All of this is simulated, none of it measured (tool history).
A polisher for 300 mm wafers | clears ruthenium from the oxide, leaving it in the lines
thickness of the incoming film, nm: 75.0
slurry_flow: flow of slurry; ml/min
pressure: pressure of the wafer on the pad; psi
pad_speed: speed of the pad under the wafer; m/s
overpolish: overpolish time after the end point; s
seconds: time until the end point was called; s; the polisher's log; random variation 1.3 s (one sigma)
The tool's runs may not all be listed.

run  hour  slurry_flow  pressure  pad_speed  overpolish  seconds
  1   0.0          150       1.9       0.84           3   80.858
  2   5.5          150       1.9       0.70           3   97.765
  3   6.6          150       1.9       0.84           3   83.491
  4   7.4          150       1.9       1.04           3   66.854
  5  13.1          125       1.9       1.04           3   68.632
  6  17.7          125       1.9       1.04           3   68.172
  7  25.3          125       1.7       1.04           3   76.155

Run 8 comes next. What will it give?
  8  30.6          125       1.5       1.04           3        ?

seconds: 88.420 s
